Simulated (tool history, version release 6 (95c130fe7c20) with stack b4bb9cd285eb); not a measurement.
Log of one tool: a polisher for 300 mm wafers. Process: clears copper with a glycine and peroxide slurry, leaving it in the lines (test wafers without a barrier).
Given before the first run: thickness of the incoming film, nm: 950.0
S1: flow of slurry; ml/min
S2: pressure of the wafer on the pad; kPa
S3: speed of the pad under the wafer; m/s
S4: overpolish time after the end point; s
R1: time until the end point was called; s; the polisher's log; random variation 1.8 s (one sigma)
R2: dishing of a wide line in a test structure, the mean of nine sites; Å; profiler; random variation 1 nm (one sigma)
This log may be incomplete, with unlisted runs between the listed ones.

run 1 day=0 | S1=290 S2=22.8 S3=1.18 S4=24 | R1=149.24 R2=928.81
run 2 day=0.354 | S1=290 S2=22.8 S3=0.94 S4=24 | R1=170.85 R2=823.7
run 3 day=0.683 | S1=290 S2=25.5 S3=0.94 S4=22 | R1=155.49 R2=836
run 4 day=0.817 | S1=290 S2=27.6 S3=0.94 S4=20 | R1=143.06 R2=835.13
run 5 day=1.142 | S1=290 S2=27.6 S3=0.94 S4=24 | R1=147.06 R2=945.64
run 6 day=1.175 | S1=290 S2=29 S3=0.96 S4=22 | R1=139.57 R2=943.36
run 7 day=1.346 | S1=295 S2=33.1 S3=1.04 S4=11 | R1=112.91 R2=629.2
run 8 day=1.625 | S1=295 S2=33.1 S3=1.04 S4=13 | R1=115.45 R2=699.15
run 9 day=1.667 | S1=295 S2=33.1 S3=1.02 S4=14 | R1=117.03 R2=753.35
run 10 day=1.958 | S1=295 S2=33.1 S3=1 S4=15 | R1=120.21 R2=793.15

What will run 11 give?
run 11 day=2.088 | S1=295 S2=33.8 S3=1 S4=15 | R1=? R2=?

R1: 114.56 s
R2: 799.26 Å
